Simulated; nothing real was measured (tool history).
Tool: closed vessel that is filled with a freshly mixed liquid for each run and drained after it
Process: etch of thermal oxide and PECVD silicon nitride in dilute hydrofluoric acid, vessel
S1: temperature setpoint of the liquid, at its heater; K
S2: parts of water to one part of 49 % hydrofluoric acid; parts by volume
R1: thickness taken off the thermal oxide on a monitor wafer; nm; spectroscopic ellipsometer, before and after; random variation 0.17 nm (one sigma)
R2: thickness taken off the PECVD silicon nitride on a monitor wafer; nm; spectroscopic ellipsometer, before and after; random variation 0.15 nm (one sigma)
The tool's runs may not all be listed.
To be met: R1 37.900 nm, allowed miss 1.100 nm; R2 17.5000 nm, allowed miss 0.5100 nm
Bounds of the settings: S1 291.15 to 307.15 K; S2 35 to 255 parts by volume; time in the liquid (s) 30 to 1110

run 1 hour=0.0 | S1=299.15 S2=145 time_in_the_liquid_(s)=565 | R1=17.604 R2=6.7267
run 2 hour=1.2 | S1=301.65 S2=130 time_in_the_liquid_(s)=580 | R1=22.651 R2=9.0041
run 3 hour=5.1 | S1=303.15 S2=120 time_in_the_liquid_(s)=595 | R1=27.023 R2=11.0540
run 4 hour=9.7 | S1=304.15 S2=115 time_in_the_liquid_(s)=605 | R1=29.719 R2=12.6440
run 5 hour=16.9 | S1=304.15 S2=80 time_in_the_liquid_(s)=605 | R1=44.888 R2=18.1200
run 6 hour=20.6 | S1=305.15 S2=90 time_in_the_liquid_(s)=615 | R1=41.668 R2=17.3450
run 7 hour=22.4 | S1=305.65 S2=95 time_in_the_liquid_(s)=625 | R1=40.382 R2=17.3700
run 8 hour=26.5 | S1=306.15 S2=100 time_in_the_liquid_(s)=630 | R1=39.287 R2=17.0830
run 9 hour=27.9 | S1=306.65 S2=100 time_in_the_liquid_(s)=635 | R1=40.288 R2=17.5750

4 next moves are on the table. One of them brings every result within its allowed miss. Which?
run A hour=29.3 | S1=307.15 S2=100 time_in_the_liquid_(s)=635 | R1=? R2=?
run B hour=29.3 | S1=307.15 S2=90 time_in_the_liquid_(s)=515 | R1=? R2=?
run C hour=29.3 | S1=307.15 S2=125 time_in_the_liquid_(s)=755 | R1=? R2=?
run D hour=29.3 | S1=304.65 S2=55 time_in_the_liquid_(s)=380 | R1=? R2=?

move=A R1=41.210 R2=18.3580
move=B R1=37.692 R2=16.5610
move=C R1=37.808 R2=17.4040
move=D R1=43.591 R2=17.0570
A: further off than the last run
B: brings the result that was furthest off to its target, and leaves another outside
C: meets every target
D: further off than the last run
Move C is the one to make.
